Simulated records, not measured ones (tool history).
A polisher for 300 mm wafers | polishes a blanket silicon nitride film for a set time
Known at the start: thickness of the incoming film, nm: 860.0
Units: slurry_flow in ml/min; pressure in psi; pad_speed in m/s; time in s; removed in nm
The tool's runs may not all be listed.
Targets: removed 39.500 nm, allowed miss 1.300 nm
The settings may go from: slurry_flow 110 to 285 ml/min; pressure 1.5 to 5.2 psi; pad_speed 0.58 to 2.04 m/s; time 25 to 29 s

Run 1, hour 0.0: slurry_flow 180 ml/min, pressure 3.3 psi, pad_speed 1.30 m/s, time 29 s. Result: removed 45.603 nm.
Run 2, hour 3.9: slurry_flow 180 ml/min, pressure 3.9 psi, pad_speed 1.30 m/s, time 29 s. Result: removed 52.284 nm.
Run 3, hour 4.7: slurry_flow 175 ml/min, pressure 3.7 psi, pad_speed 1.30 m/s, time 29 s. Result: removed 50.063 nm.
Run 4, hour 11.6: slurry_flow 175 ml/min, pressure 3.7 psi, pad_speed 1.30 m/s, time 25 s. Result: removed 43.231 nm.
Run 5, hour 19.0: slurry_flow 165 ml/min, pressure 3.7 psi, pad_speed 1.30 m/s, time 25 s. Result: removed 42.748 nm.
At hour 23.5: head pressure recalibrated.
Run 6, hour 23.5: slurry_flow 160 ml/min, pressure 3.7 psi, pad_speed 1.30 m/s, time 25 s. Result: removed 45.818 nm.
Run 7, hour 26.8: slurry_flow 170 ml/min, pressure 3.6 psi, pad_speed 1.30 m/s, time 25 s. Result: removed 45.046 nm.
Run 8, hour 27.3: slurry_flow 170 ml/min, pressure 3.5 psi, pad_speed 1.30 m/s, time 25 s. Result: removed 44.812 nm.
Run 9, hour 30.1: slurry_flow 170 ml/min, pressure 3.3 psi, pad_speed 1.30 m/s, time 25 s. Result: removed 41.691 nm.

5 next moves are on the table. One of them brings every result within its allowed miss. Which?
Run A, hour 32.9: slurry_flow 190 ml/min, pressure 3.5 psi, pad_speed 1.06 m/s, time 28 s. Result: removed ?.
Run B, hour 32.9: slurry_flow 190 ml/min, pressure 2.5 psi, pad_speed 1.46 m/s, time 28 s. Result: removed ?.
Run C, hour 32.9: slurry_flow 210 ml/min, pressure 3.5 psi, pad_speed 1.00 m/s, time 29 s. Result: removed ?.
Run D, hour 32.9: slurry_flow 160 ml/min, pressure 4.0 psi, pad_speed 0.82 m/s, time 26 s. Result: removed ?.
Run E, hour 32.9: slurry_flow 185 ml/min, pressure 2.6 psi, pad_speed 1.46 m/s, time 25 s. Result: removed ?.

move  removed
   A   42.535
   B   39.696
   C   42.626
   D   35.655
   E   36.663
A: further off than the last run
B: meets every target
C: further off than the last run
D: takes the result that was furthest off past its target
E: takes the result that was furthest off past its target
Move B is the one to make.

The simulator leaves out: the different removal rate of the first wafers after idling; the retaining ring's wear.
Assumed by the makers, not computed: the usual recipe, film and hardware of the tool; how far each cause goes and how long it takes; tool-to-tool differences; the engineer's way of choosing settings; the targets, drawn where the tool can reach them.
